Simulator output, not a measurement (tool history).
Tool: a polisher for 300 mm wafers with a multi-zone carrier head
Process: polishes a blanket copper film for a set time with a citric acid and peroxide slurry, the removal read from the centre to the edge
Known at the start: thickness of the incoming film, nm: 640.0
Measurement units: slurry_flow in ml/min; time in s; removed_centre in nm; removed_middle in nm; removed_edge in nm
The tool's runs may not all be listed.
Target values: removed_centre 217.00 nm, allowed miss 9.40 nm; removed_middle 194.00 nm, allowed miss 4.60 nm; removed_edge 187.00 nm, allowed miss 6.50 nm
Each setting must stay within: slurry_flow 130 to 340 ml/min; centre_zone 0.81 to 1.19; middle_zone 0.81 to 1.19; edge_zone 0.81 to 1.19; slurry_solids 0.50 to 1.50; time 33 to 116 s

run	hour	slurry_flow	centre_zone	middle_zone	edge_zone	slurry_solids	time	removed_centre	removed_middle	removed_edge
1	0.0	220	1.00	1.00	1.00	1.00	74	200.74	210.63	209.78
2	7.9	220	1.00	0.96	1.00	1.00	74	205.82	201.50	208.69
3	14.6	220	1.00	0.96	1.00	1.00	91	242.16	248.89	262.36
4	21.9	220	1.00	0.96	1.00	1.00	101	282.86	273.71	284.56
5	27.9	220	1.00	0.91	1.00	1.00	101	274.84	263.96	282.30
6	36.5	220	1.00	0.91	1.00	1.00	112	311.94	289.36	320.29
7	37.1	220	1.01	0.91	0.97	0.95	108	295.34	277.70	297.75
# hour 43.3: slurry nozzle cleaned
8	43.3	220	1.03	0.91	0.95	0.90	105	305.75	278.22	295.17
9	51.7	230	1.03	0.91	0.93	0.85	99	280.42	262.47	273.56
10	53.1	225	1.04	0.91	0.91	0.80	95	269.41	250.59	260.88
11	56.1	230	1.05	0.91	0.90	0.80	90	264.97	238.44	242.98
12	60.9	235	1.05	0.91	0.89	0.80	87	252.29	224.98	237.30
13	63.9	235	1.05	0.91	0.89	0.80	87	252.86	228.84	232.89
14	67.9	245	1.05	0.91	0.88	0.80	84	250.79	222.84	227.41
15	76.3	185	1.09	0.94	0.81	0.55	80	224.08	199.27	197.13

Which single option among these 4 for the next run brings every result within its allowed miss of target? Just one does.
A	84.7	185	1.19	0.91	0.81	0.50	78	?	?	?
B	84.7	235	1.12	0.98	0.86	0.50	74	?	?	?
C	84.7	185	1.06	0.85	0.86	0.50	82	?	?	?
D	84.7	270	1.10	0.98	0.81	0.50	75	?	?	?

move	removed_centre	removed_middle	removed_edge
A	231.71	186.08	190.48
B	215.63	194.99	189.21
C	216.72	185.02	204.33
D	218.75	201.09	190.55
A: gets the furthest-off result to its target, but another result is out of tolerance
B: every result lands within tolerance
C: lands further from the targets than the last run did
D: gets the furthest-off result to its target, but another result is out of tolerance
B is the move that brings every result within its allowed miss.
